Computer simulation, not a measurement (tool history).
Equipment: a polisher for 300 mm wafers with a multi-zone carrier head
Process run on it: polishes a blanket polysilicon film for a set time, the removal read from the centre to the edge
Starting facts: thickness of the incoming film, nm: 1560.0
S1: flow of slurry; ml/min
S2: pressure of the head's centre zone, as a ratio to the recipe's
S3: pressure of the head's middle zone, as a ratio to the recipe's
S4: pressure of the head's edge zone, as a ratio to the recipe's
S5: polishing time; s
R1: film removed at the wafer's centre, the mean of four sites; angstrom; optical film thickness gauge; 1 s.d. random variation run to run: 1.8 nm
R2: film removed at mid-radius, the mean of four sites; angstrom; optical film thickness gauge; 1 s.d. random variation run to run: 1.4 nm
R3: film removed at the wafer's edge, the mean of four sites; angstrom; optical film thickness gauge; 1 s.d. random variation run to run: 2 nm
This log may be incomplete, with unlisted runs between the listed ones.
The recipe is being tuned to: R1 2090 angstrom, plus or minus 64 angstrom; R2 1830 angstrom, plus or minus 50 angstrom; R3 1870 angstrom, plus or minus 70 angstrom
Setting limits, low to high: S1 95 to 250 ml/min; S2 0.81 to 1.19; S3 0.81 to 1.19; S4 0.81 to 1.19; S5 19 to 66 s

run 1 hour=0 | S1=160 S2=1 S3=1 S4=1 S5=42 | R1=3281.3 R2=3356.3 R3=3284.8
run 2 hour=2.6 | S1=160 S2=1 S3=0.99 S4=0.98 S5=40 | R1=3122 R2=3132.6 R3=3110
run 3 hour=5.3 | S1=160 S2=1.01 S3=0.98 S4=0.97 S5=38 | R1=2978.8 R2=2927.1 R3=2982.5
run 4 hour=10.5 | S1=160 S2=1.07 S3=0.98 S4=0.97 S5=38 | R1=3184.4 R2=2931.5 R3=2946.5
-- hour=18 worn pad replaced by a new one
run 5 hour=18 | S1=160 S2=1.07 S3=0.98 S4=0.96 S5=36 | R1=3234.9 R2=2995.6 R3=2959.1
run 6 hour=26.6 | S1=155 S2=1.07 S3=0.97 S4=0.94 S5=34 | R1=3062.4 R2=2761.2 R3=2786.1
run 7 hour=31 | S1=160 S2=1.03 S3=0.95 S4=0.84 S5=22 | R1=1878.5 R2=1728.3 R3=1723.1
run 8 hour=36.5 | S1=165 S2=1.03 S3=0.95 S4=0.85 S5=22 | R1=1879.9 R2=1754.9 R3=1746.1
run 9 hour=43.3 | S1=165 S2=1.04 S3=0.95 S4=0.85 S5=22 | R1=1901.2 R2=1767.8 R3=1722.1
run 10 hour=50.7 | S1=165 S2=1.04 S3=0.95 S4=0.86 S5=22 | R1=1896.4 R2=1768.8 R3=1782.1
run 11 hour=51.9 | S1=165 S2=1.05 S3=0.95 S4=0.86 S5=22 | R1=1891.3 R2=1754.3 R3=1767.1
run 12 hour=56.2 | S1=165 S2=1.06 S3=0.95 S4=0.86 S5=22 | R1=1940.7 R2=1766.7 R3=1744.1
run 13 hour=56.8 | S1=165 S2=1.06 S3=0.95 S4=0.87 S5=22 | R1=1947.4 R2=1766.9 R3=1757.2

Which single option among these 5 for the next run brings every result within its allowed miss of target? Just one does.
run A hour=57.4 | S1=180 S2=0.95 S3=0.9 S4=0.98 S5=23 | R1=? R2=? R3=?
run B hour=57.4 | S1=155 S2=1.17 S3=0.94 S4=0.84 S5=21 | R1=? R2=? R3=?
run C hour=57.4 | S1=195 S2=1 S3=0.99 S4=0.89 S5=22 | R1=? R2=? R3=?
run D hour=57.4 | S1=215 S2=1.05 S3=0.9 S4=0.84 S5=23 | R1=? R2=? R3=?
run E hour=57.4 | S1=160 S2=1.18 S3=0.96 S4=0.88 S5=21 | R1=? R2=? R3=?

move=A R1=1824.3 R2=1799.7 R3=1918.2
move=B R1=2007.2 R2=1666.7 R3=1633.1
move=C R1=1860.4 R2=1883.6 R3=1784.2
move=D R1=2069.4 R2=1840.1 R3=1847.5
move=E R1=2035.3 R2=1704 R3=1664.2
A: its largest miss is bigger than the last run's
B: its largest miss is bigger than the last run's
C: its largest miss is bigger than the last run's
D: hits every target within its allowed miss
E: the furthest-off result lands on target, but another misses its tolerance
Answer: D
